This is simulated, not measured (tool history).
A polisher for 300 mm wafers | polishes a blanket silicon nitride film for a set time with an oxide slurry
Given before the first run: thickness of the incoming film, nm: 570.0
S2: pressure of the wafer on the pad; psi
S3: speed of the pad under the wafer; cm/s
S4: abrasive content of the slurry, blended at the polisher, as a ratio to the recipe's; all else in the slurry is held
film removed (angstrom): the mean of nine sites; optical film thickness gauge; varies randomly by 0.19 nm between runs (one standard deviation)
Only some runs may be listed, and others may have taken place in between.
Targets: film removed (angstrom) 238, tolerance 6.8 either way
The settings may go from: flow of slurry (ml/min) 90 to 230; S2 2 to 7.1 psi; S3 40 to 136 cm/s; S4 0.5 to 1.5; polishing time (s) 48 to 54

Run 1, day 0: flow of slurry (ml/min) 150, S2 4.5 psi, S3 88 cm/s, S4 1, polishing time (s) 54. Result: film removed (angstrom) 429.09.
Run 2, day 0.233: flow of slurry (ml/min) 145, S2 4.2 psi, S3 88 cm/s, S4 1, polishing time (s) 54. Result: film removed (angstrom) 399.01.
Run 3, day 0.596: flow of slurry (ml/min) 145, S2 4.2 psi, S3 98 cm/s, S4 1, polishing time (s) 54. Result: film removed (angstrom) 436.01.
Run 4, day 0.671: flow of slurry (ml/min) 145, S2 3.5 psi, S3 98 cm/s, S4 1, polishing time (s) 54. Result: film removed (angstrom) 365.75.
Run 5, day 0.788: flow of slurry (ml/min) 145, S2 3.3 psi, S3 98 cm/s, S4 1, polishing time (s) 54. Result: film removed (angstrom) 341.28.
Run 6, day 1.142: flow of slurry (ml/min) 145, S2 3.8 psi, S3 98 cm/s, S4 1, polishing time (s) 54. Result: film removed (angstrom) 397.54.
Run 7, day 1.283: flow of slurry (ml/min) 145, S2 3.6 psi, S3 98 cm/s, S4 1, polishing time (s) 54. Result: film removed (angstrom) 376.49.
Run 8, day 1.617: flow of slurry (ml/min) 145, S2 3.4 psi, S3 98 cm/s, S4 1, polishing time (s) 54. Result: film removed (angstrom) 351.62.
Run 9, day 1.829: flow of slurry (ml/min) 145, S2 3.4 psi, S3 98 cm/s, S4 1, polishing time (s) 54. Result: film removed (angstrom) 356.37.
Run 10, day 2.017: flow of slurry (ml/min) 145, S2 3.2 psi, S3 98 cm/s, S4 1, polishing time (s) 54. Result: film removed (angstrom) 330.39.
Run 11, day 2.338: flow of slurry (ml/min) 145, S2 3.1 psi, S3 98 cm/s, S4 1, polishing time (s) 54. Result: film removed (angstrom) 325.24.
Run 12, day 2.571: flow of slurry (ml/min) 145, S2 3 psi, S3 98 cm/s, S4 1, polishing time (s) 54. Result: film removed (angstrom) 309.49.

Which one of the following 5 next-run settings gets every result inside its allowed miss? There is exactly one.
Run A, day 2.804: flow of slurry (ml/min) 150, S2 2.7 psi, S3 92 cm/s, S4 0.95, polishing time (s) 48. Result: film removed (angstrom) ?.
Run B, day 2.804: flow of slurry (ml/min) 90, S2 2.6 psi, S3 78 cm/s, S4 1.15, polishing time (s) 52. Result: film removed (angstrom) ?.
Run C, day 2.804: flow of slurry (ml/min) 130, S2 2.2 psi, S3 108 cm/s, S4 1.1, polishing time (s) 54. Result: film removed (angstrom) ?.
Run D, day 2.804: flow of slurry (ml/min) 135, S2 3.7 psi, S3 92 cm/s, S4 1.3, polishing time (s) 52. Result: film removed (angstrom) ?.
Run E, day 2.804: flow of slurry (ml/min) 150, S2 3.3 psi, S3 94 cm/s, S4 1.1, polishing time (s) 54. Result: film removed (angstrom) ?.

move  film removed (angstrom)
   A                   236.98
   B                   202.93
   C                   252.53
   D                   372.36
   E                   342.68
A: all results land within tolerance of their targets
B: carries the result that was furthest off beyond its target, to the other side
C: closes in on the targets versus the last run, not all within tolerance yet
D: misses by more than the last run did
E: misses by more than the last run did
A is the move that brings every result within its allowed miss.
